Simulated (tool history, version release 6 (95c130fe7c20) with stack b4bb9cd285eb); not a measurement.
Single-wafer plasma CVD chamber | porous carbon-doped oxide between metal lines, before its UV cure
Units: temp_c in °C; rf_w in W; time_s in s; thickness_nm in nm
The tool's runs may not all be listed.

run  hour  temp_c  rf_w  time_s  thickness_nm
  1     0     285   525    38.9        229.13
  2     8     280   530    38.9        235.93
  3    14     280   465    38.9        216.29
  4  16.4     280   465    38.9        215.69
  5  18.8     280   465    40.2        222.61
  6  24.5     280   420    40.2        205.36
  7  31.6     276   440    40.2        219.61
  8  36.2     276   440    40.2        219.47
  9  44.5     273   455    40.2        228.82
 10  48.5     270   465    40.2        236.96
 11  54.7     268   475    40.2        242.75

The next listed run, before its measurement:
 12  59.8     266   485    40.2             ?

Run 12 gave thickness_nm 251.24 nm.
